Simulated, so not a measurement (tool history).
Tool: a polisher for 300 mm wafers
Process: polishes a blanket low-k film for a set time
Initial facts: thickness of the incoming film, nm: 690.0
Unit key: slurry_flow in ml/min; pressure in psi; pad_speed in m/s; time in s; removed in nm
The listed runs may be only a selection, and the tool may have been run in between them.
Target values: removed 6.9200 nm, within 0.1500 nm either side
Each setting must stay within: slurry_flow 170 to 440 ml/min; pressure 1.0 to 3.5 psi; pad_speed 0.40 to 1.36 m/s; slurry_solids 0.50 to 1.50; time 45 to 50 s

{"run": 1, "hour": 0.0, "slurry_flow": 280, "pressure": 2.2, "pad_speed": 0.88, "slurry_solids": 1.0, "time": 50, "removed": 17.877}
{"run": 2, "hour": 8.7, "slurry_flow": 275, "pressure": 1.8, "pad_speed": 0.76, "slurry_solids": 1.0, "time": 50, "removed": 13.365}
{"run": 3, "hour": 14.0, "slurry_flow": 270, "pressure": 1.6, "pad_speed": 0.66, "slurry_solids": 1.0, "time": 50, "removed": 10.962}
{"run": 4, "hour": 14.8, "slurry_flow": 270, "pressure": 1.2, "pad_speed": 0.66, "slurry_solids": 1.0, "time": 50, "removed": 8.2051}
{"run": 5, "hour": 21.7, "slurry_flow": 300, "pressure": 1.2, "pad_speed": 0.66, "slurry_solids": 1.0, "time": 50, "removed": 8.3003}
{"run": 6, "hour": 24.0, "slurry_flow": 230, "pressure": 1.2, "pad_speed": 0.66, "slurry_solids": 1.0, "time": 50, "removed": 7.9762}
{"run": 7, "hour": 32.2, "slurry_flow": 215, "pressure": 1.1, "pad_speed": 0.66, "slurry_solids": 1.0, "time": 50, "removed": 7.4209}
{"run": 8, "hour": 34.2, "slurry_flow": 205, "pressure": 1.1, "pad_speed": 0.66, "slurry_solids": 1.0, "time": 50, "removed": 7.2279}
{"run": 9, "hour": 38.9, "slurry_flow": 195, "pressure": 1.1, "pad_speed": 0.66, "slurry_solids": 1.0, "time": 50, "removed": 7.1757}
{"run": 10, "hour": 47.2, "slurry_flow": 190, "pressure": 1.1, "pad_speed": 0.66, "slurry_solids": 1.0, "time": 50, "removed": 7.0992}
{"run": 11, "hour": 50.8, "slurry_flow": 190, "pressure": 1.1, "pad_speed": 0.66, "slurry_solids": 1.0, "time": 50, "removed": 7.1862}
{"hour": 57.6, "done": "slurry nozzle cleaned"}
{"run": 12, "hour": 57.6, "slurry_flow": 185, "pressure": 1.1, "pad_speed": 0.66, "slurry_solids": 1.0, "time": 50, "removed": 7.5441}

5 next moves are on the table. One of them brings every result within its allowed miss. Which?
{"run": "A", "hour": 64.4, "slurry_flow": 170, "pressure": 1.0, "pad_speed": 0.86, "slurry_solids": 1.15, "time": 50, "removed": "?"}
{"run": "B", "hour": 64.4, "slurry_flow": 170, "pressure": 1.0, "pad_speed": 0.74, "slurry_solids": 1.15, "time": 48, "removed": "?"}
{"run": "C", "hour": 64.4, "slurry_flow": 180, "pressure": 1.0, "pad_speed": 0.64, "slurry_solids": 1.05, "time": 48, "removed": "?"}
{"run": "D", "hour": 64.4, "slurry_flow": 170, "pressure": 1.1, "pad_speed": 0.58, "slurry_solids": 1.0, "time": 50, "removed": "?"}
{"run": "E", "hour": 64.4, "slurry_flow": 195, "pressure": 1.1, "pad_speed": 0.92, "slurry_solids": 0.6, "time": 45, "removed": "?"}

move=A removed=8.5131
move=B removed=7.3819
move=C removed=6.5535
move=D removed=6.8352
move=E removed=7.1081
A: the biggest miss grows against the last run
B: closer than the last run, but not yet in spec
C: pushes the last run's worst result past its target
D: all results in spec
E: closer than the last run, but not yet in spec
D is the move that brings every result within its allowed miss.

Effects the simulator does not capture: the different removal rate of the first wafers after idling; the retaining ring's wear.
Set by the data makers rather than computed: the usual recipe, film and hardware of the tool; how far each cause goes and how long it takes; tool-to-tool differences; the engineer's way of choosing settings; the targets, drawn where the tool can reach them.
